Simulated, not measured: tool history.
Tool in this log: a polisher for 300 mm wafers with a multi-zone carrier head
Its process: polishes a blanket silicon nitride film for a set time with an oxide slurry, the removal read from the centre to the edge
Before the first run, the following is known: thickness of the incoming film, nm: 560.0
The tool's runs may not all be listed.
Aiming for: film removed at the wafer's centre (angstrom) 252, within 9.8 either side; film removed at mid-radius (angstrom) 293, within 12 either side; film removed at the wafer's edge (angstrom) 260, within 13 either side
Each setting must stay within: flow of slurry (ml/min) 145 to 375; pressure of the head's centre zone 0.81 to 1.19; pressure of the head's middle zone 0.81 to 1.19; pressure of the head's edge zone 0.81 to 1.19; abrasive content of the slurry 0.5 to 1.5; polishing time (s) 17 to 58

| run | day | flow of slurry (ml/min) | pressure of the head's centre zone | pressure of the head's middle zone | pressure of the head's edge zone | abrasive content of the slurry | polishing time (s) | film removed at the wafer's centre (angstrom) | film removed at mid-radius (angstrom) | film removed at the wafer's edge (angstrom) |
|---|---|---|---|---|---|---|---|---|---|---|
| 1 | 0 | 240 | 1 | 1 | 1 | 1 | 37 | 341.31 | 350.35 | 341.01 |
| 2 | 0.167 | 240 | 0.98 | 1.01 | 0.98 | 0.9 | 37 | 313.36 | 335.48 | 312.09 |
| 3 | 0.446 | 240 | 0.98 | 1.01 | 1.03 | 0.9 | 37 | 315.03 | 325.9 | 327.09 |
| 4 | 0.692 | 240 | 0.98 | 1.01 | 1.03 | 0.75 | 37 | 277.89 | 299.99 | 292.01 |
| 5 | 0.967 | 240 | 0.94 | 1.01 | 1.03 | 0.75 | 37 | 266.93 | 299.72 | 293.32 |
| 6 | 1.146 | 235 | 0.94 | 1.01 | 1.01 | 0.75 | 37 | 270.26 | 297.44 | 291.26 |
| 7 | 1.362 | 235 | 0.94 | 1.02 | 0.99 | 0.75 | 37 | 269.52 | 297.22 | 294.77 |
| 8 | 1.429 | 260 | 0.95 | 1.04 | 0.98 | 0.7 | 37 | 260.43 | 291.09 | 282.48 |
| 9 | 1.762 | 260 | 0.95 | 1.04 | 0.98 | 0.7 | 37 | 260.05 | 295.22 | 283.7 |
| 10 | 2.012 | 255 | 0.96 | 1.05 | 0.96 | 0.7 | 37 | 260.35 | 294.64 | 281.88 |
| 11 | 2.288 | 265 | 0.97 | 1.1 | 0.86 | 0.6 | 37 | 245.01 | 272.17 | 231.65 |
| 12 | 2.417 | 270 | 0.97 | 1.1 | 0.88 | 0.6 | 37 | 241.41 | 278.53 | 231.74 |
| 13 | 2.696 | 270 | 0.97 | 1.1 | 0.9 | 0.6 | 37 | 244.87 | 277.5 | 235.04 |
| 14 | 2.817 | 270 | 0.97 | 1.1 | 0.91 | 0.6 | 37 | 244.99 | 282.48 | 235.38 |
| 15 | 2.996 | 270 | 0.97 | 1.09 | 0.92 | 0.6 | 37 | 243.96 | 277.74 | 246.3 |
| 16 | 3.358 | 275 | 0.97 | 1.09 | 0.93 | 0.6 | 37 | 241.68 | 271.43 | 239.83 |
| 17 | 3.421 | 270 | 0.96 | 1.09 | 0.93 | 0.6 | 37 | 237.04 | 271.44 | 250.07 |
| 18 | 3.546 | 270 | 0.96 | 1.1 | 0.93 | 0.6 | 37 | 240.63 | 280.33 | 240.77 |
| 19 | 3.617 | 270 | 0.96 | 1.1 | 0.94 | 0.6 | 37 | 237.12 | 279.46 | 242.23 |

Which of these 5 next moves meets every target?
| A | 3.688 | 155 | 1.03 | 1.05 | 0.89 | 0.55 | 43 | ? | ? | ? |
| B | 3.688 | 150 | 0.93 | 1.13 | 1.01 | 0.75 | 34 | ? | ? | ? |
| C | 3.688 | 345 | 0.9 | 1.02 | 0.83 | 0.5 | 47 | ? | ? | ? |
| D | 3.688 | 250 | 1.01 | 0.93 | 0.98 | 0.6 | 39 | ? | ? | ? |
| E | 3.688 | 235 | 1.07 | 1.19 | 0.83 | 0.6 | 35 | ? | ? | ? |

| move | film removed at the wafer's centre (angstrom) | film removed at mid-radius (angstrom) | film removed at the wafer's edge (angstrom) |
|---|---|---|---|
| A | 252.3 | 269.26 | 244.15 |
| B | 222.85 | 280.89 | 253.94 |
| C | 250.18 | 295.05 | 258.59 |
| D | 259.96 | 253.4 | 261.6 |
| E | 245.64 | 278.34 | 215.54 |
A: the worst result of the last run now meets its target, but another is out of spec
B: the biggest miss grows against the last run
C: all results in spec
D: the worst result of the last run now meets its target, but another is out of spec
E: the worst result of the last run now meets its target, but another is out of spec
Correct choice: C, which meets every target
